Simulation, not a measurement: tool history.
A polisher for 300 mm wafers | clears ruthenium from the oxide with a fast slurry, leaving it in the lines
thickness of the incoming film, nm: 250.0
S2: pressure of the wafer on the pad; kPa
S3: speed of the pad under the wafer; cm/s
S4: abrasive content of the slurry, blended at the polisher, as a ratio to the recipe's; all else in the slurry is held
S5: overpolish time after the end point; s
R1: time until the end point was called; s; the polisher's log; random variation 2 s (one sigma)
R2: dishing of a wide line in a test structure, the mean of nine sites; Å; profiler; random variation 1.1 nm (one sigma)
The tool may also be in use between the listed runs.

run 1 day=0.000 | flow_of_slurry_(ml/min)=275 S2=24.1 S3=86 S4=1.0 S5=21 | R1=69.874 R2=589.87
run 2 day=0.250 | flow_of_slurry_(ml/min)=275 S2=22.1 S3=86 S4=1.0 S5=22 | R1=73.027 R2=593.07
run 3 day=0.421 | flow_of_slurry_(ml/min)=275 S2=20.0 S3=84 S4=1.0 S5=23 | R1=79.791 R2=541.29
run 4 day=0.600 | flow_of_slurry_(ml/min)=275 S2=20.0 S3=84 S4=0.8 S5=23 | R1=96.609 R2=474.94
run 5 day=0.625 | flow_of_slurry_(ml/min)=275 S2=26.2 S3=84 S4=0.8 S5=23 | R1=76.039 R2=582.11
run 6 day=0.946 | flow_of_slurry_(ml/min)=275 S2=29.0 S3=84 S4=0.8 S5=23 | R1=70.888 R2=610.79
run 7 day=1.079 | flow_of_slurry_(ml/min)=275 S2=26.9 S3=82 S4=0.8 S5=24 | R1=79.602 R2=602.16

Run 8 comes next. What will it give?
run 8 day=1.212 | flow_of_slurry_(ml/min)=275 S2=25.5 S3=82 S4=0.8 S5=24 | R1=? R2=?

R1: 79.025 s
R2: 555.70 Å
